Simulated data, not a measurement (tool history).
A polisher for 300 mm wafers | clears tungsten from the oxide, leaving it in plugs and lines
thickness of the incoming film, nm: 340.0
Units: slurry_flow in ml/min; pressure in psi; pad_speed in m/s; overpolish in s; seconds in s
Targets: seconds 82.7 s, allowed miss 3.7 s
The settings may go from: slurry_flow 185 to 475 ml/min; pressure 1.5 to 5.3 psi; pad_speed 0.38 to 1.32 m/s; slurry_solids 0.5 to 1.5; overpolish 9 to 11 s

| run | hour | slurry_flow | pressure | pad_speed | slurry_solids | overpolish | seconds |
|---|---|---|---|---|---|---|---|
| 1 | 0 | 305 | 3.4 | 0.84 | 1 | 11 | 120.8 |
| 2 | 4.5 | 365 | 3.4 | 0.84 | 1 | 11 | 119.8 |
| 3 | 8.3 | 365 | 3.4 | 0.84 | 1.2 | 11 | 115.42 |
| 4 | 15.9 | 365 | 3.4 | 0.84 | 1.2 | 11 | 116.31 |
|  | 19.2 | head pressure recalibrated |
| 5 | 19.2 | 290 | 3.4 | 0.84 | 1.2 | 11 | 109.44 |
| 6 | 23.9 | 355 | 3.4 | 0.84 | 1.2 | 11 | 107.99 |
| 7 | 26.1 | 355 | 4.4 | 0.86 | 1.2 | 11 | 89.708 |
| 8 | 30.3 | 355 | 4.5 | 0.86 | 1.2 | 11 | 86.788 |

Which of these 4 next moves meets every target?
| A | 34.5 | 380 | 4.5 | 0.84 | 1.25 | 11 | ? |
| B | 34.5 | 360 | 5 | 0.84 | 1.15 | 11 | ? |
| C | 34.5 | 315 | 4.6 | 0.8 | 1.2 | 9 | ? |
| D | 34.5 | 345 | 3.4 | 1.24 | 1.2 | 9 | ? |

| move | seconds |
|---|---|
| A | 89.116 |
| B | 84.577 |
| C | 93.821 |
| D | 74.378 |
A: further off than the last run
B: meets every target
C: further off than the last run
D: takes the result that was furthest off past its target
Answer: B

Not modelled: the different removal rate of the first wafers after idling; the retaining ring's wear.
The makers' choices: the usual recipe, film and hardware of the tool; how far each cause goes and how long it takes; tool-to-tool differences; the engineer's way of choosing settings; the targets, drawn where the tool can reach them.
